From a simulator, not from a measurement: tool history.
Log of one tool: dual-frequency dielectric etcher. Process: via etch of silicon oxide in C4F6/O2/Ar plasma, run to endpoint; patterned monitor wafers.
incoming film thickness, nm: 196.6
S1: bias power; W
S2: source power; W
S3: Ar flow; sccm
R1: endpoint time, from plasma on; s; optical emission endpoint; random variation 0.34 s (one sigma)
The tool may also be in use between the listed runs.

run	hour	S1	S2	S3	R1
1	0	429	270	252	55.099
2	5.2	429	290	252	53.503
3	12.9	470	290	252	51.476
4	20	424	270	256	55.758
5	21	389	260	258	58.971
6	23.4	361	250	259	61.8
7	30.6	339	250	259	63.993
8	38.5	325	250	259	64.384
9	43.9	311	250	259	66.071

Run 10 comes next. What will it give?
10	44.6	302	250	259	?

Run 10 gave R1 66.306 s.

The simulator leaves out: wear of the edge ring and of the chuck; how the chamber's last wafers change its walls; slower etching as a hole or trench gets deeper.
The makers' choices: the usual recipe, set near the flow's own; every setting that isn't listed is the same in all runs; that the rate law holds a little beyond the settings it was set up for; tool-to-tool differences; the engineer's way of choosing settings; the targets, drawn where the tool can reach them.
